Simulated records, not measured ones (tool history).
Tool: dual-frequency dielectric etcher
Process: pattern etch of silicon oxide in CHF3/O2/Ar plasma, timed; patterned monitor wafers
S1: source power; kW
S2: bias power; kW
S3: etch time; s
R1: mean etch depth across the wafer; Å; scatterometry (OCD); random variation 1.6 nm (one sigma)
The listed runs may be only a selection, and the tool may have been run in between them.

run  hour    S1     S2     S3      R1
  1     0  0.46  0.131  356.5  6487.1
  2   2.2  0.47  0.132  356.5  6607.8
  3   4.3  0.47  0.132    330  6101.5
  4   7.8  0.47  0.132    330  6078.6
  5  15.6  0.54  0.132    330  6472.7
  6  18.8  0.55  0.134  330.5    6560
  7    22  0.56  0.136    331  6625.5
  8  26.2  0.57  0.138  331.5  6717.9
  9    32  0.58  0.139    332  6773.1
 10  35.2  0.59   0.14  332.5  6895.9

What does the tool deliver on the next run?
 11  36.6  0.59  0.141  333   ?

{"run 11": {"R1": 6906.8}}

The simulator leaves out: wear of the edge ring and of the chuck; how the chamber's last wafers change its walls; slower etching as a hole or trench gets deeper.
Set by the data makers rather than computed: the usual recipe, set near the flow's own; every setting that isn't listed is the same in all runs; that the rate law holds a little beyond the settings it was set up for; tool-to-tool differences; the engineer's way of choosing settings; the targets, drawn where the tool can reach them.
